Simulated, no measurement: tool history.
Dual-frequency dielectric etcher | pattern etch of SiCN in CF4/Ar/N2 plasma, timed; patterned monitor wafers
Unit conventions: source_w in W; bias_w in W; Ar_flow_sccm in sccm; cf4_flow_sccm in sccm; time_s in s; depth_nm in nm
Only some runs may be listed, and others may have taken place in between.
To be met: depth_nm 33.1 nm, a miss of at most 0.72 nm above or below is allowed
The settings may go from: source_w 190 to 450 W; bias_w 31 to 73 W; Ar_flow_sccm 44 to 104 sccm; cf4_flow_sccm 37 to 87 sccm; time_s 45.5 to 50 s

run,hour,source_w,bias_w,Ar_flow_sccm,cf4_flow_sccm,time_s,depth_nm
1,0,320,52,74,62,50,26.256
2,6.5,280,52,74,62,50,23.007
3,7.5,280,52,74,54,50,22.703
4,14,280,52,74,61,50,23.037
5,19.6,330,52,74,61,50,26.798
6,23.2,330,48,74,61,50,26.133
7,27.5,340,48,74,61,50,26.916
8,32.7,400,49,74,61,50,31.188

Which one of the following 4 next-run settings gets every result inside its allowed miss? There is exactly one.
A,37.9,430,39,81,64,47.5,?
B,37.9,420,57,74,53,47,?
C,37.9,390,50,71,63,50,?
D,37.9,440,45,73,60,49.5,?

move,depth_nm
A,30.288
B,31.728
C,31.386
D,33.455
A: further off than the last run
B: moves toward the targets from the last run without getting all of them in spec
C: moves toward the targets from the last run without getting all of them in spec
D: in spec on every target
The move that meets every target is D.
